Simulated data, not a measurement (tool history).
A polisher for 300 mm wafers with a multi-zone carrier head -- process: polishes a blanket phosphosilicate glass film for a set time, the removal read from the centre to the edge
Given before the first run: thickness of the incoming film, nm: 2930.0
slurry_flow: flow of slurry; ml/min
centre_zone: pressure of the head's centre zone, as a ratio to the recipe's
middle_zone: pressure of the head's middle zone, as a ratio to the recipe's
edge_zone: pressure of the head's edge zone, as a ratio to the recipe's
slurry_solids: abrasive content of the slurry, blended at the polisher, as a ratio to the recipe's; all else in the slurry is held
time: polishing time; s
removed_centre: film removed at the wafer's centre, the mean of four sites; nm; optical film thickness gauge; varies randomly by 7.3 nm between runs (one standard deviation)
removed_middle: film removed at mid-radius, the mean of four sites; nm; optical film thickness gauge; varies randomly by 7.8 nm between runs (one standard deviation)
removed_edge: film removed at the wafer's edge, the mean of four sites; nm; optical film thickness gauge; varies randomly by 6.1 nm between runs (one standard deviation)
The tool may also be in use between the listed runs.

run,hour,slurry_flow,centre_zone,middle_zone,edge_zone,slurry_solids,time,removed_centre,removed_middle,removed_edge
1,0.0,180,1.00,1.00,1.00,1.00,66,602.21,580.39,602.68
2,2.3,180,1.01,1.02,0.97,0.95,66,597.94,583.48,591.54
3,2.8,185,1.03,1.04,0.95,0.90,65,577.74,595.84,560.07
4,9.8,185,1.03,1.04,0.95,0.90,54,489.34,485.36,485.81
5,12.3,185,1.03,1.04,0.95,0.90,62,558.50,541.39,544.40
6,20.9,185,1.05,1.06,0.93,0.85,62,562.95,540.92,514.16
7,28.9,185,1.05,1.07,0.92,0.85,62,551.00,554.84,505.76
8,31.5,180,1.06,1.07,0.91,0.85,62,554.37,551.81,512.37
9,39.9,180,1.07,1.08,0.90,0.80,62,546.53,533.93,496.76
# hour 45.8: slurry nozzle cleaned
10,45.8,185,1.08,1.09,0.89,0.80,62,593.04,581.35,511.42
11,49.3,180,1.08,1.09,0.88,0.80,62,596.49,576.38,505.97
12,53.8,180,1.08,1.09,0.88,0.75,62,568.02,558.60,499.01
13,55.9,180,1.09,1.10,0.87,0.75,62,573.75,565.19,492.16
14,62.5,180,1.09,1.10,0.87,0.75,62,580.96,567.77,497.53
15,68.2,180,1.09,1.10,0.87,0.75,62,576.57,571.28,492.88

For run 16, what comes out?
16,70.7,180,1.09,1.10,0.86,0.75,62,?,?,?

removed_centre: 574.68 nm
removed_middle: 556.78 nm
removed_edge: 487.25 nm

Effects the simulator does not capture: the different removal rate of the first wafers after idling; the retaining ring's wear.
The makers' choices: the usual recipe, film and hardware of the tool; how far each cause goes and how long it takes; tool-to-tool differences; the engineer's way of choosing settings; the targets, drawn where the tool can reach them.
